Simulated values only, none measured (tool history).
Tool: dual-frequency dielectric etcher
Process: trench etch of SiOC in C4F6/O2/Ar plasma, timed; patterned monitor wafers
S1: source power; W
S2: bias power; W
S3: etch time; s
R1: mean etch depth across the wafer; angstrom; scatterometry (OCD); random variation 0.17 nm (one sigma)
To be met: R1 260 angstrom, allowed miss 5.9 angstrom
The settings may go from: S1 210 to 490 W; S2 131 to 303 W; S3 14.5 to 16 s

run  hour   S1   S2    S3      R1
  1     0  350  217    16   349.7
  2   4.6  320  196  15.5  305.44
  3    11  300  194  15.5  297.02
  4  18.4  300  170  15.5  281.35
  5  20.3  300  206  15.5  303.24
  6  23.4  300  206    16  310.76
  7  32.1  230  163  15.5  233.78
  8  34.1  290  167  15.5   271.9
  9    40  280  167  15.5  262.91

Which of these 4 next moves meets every target?
  A  45.9  260  175  15.5   ?
  B  45.9  270  176    16   ?
  C  45.9  270  140    16   ?
  D  45.9  290  208  14.5   ?

move      R1
   A  260.81
   B  275.98
   C  250.56
   D  279.43
A: meets every target
B: further off than the last run
C: takes the result that was furthest off past its target
D: further off than the last run
The right move is A.
